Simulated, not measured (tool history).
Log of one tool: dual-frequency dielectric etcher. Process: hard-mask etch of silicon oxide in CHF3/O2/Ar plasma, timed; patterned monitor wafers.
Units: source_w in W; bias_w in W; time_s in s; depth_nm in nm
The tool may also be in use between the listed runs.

{"run": 1, "hour": 0.0, "source_w": 460, "bias_w": 213, "time_s": 18.5, "depth_nm": 35.176}
{"run": 2, "hour": 5.6, "source_w": 500, "bias_w": 220, "time_s": 18.5, "depth_nm": 37.054}
{"run": 3, "hour": 10.4, "source_w": 500, "bias_w": 220, "time_s": 19, "depth_nm": 38.177}
{"run": 4, "hour": 15.0, "source_w": 530, "bias_w": 221, "time_s": 19, "depth_nm": 38.998}
{"run": 5, "hour": 17.5, "source_w": 530, "bias_w": 236, "time_s": 19, "depth_nm": 40.446}
{"run": 6, "hour": 25.3, "source_w": 530, "bias_w": 236, "time_s": 18.5, "depth_nm": 39.047}
{"run": 7, "hour": 29.6, "source_w": 560, "bias_w": 237, "time_s": 18.5, "depth_nm": 40.171}
{"run": 8, "hour": 37.2, "source_w": 580, "bias_w": 238, "time_s": 18.5, "depth_nm": 40.823}
{"run": 9, "hour": 42.1, "source_w": 590, "bias_w": 239, "time_s": 18.5, "depth_nm": 41.269}

The next listed run, before its measurement:
{"run": 10, "hour": 47.9, "source_w": 600, "bias_w": 239, "time_s": 18.5, "depth_nm": "?"}

{"run 10": {"depth_nm": 41.457}}
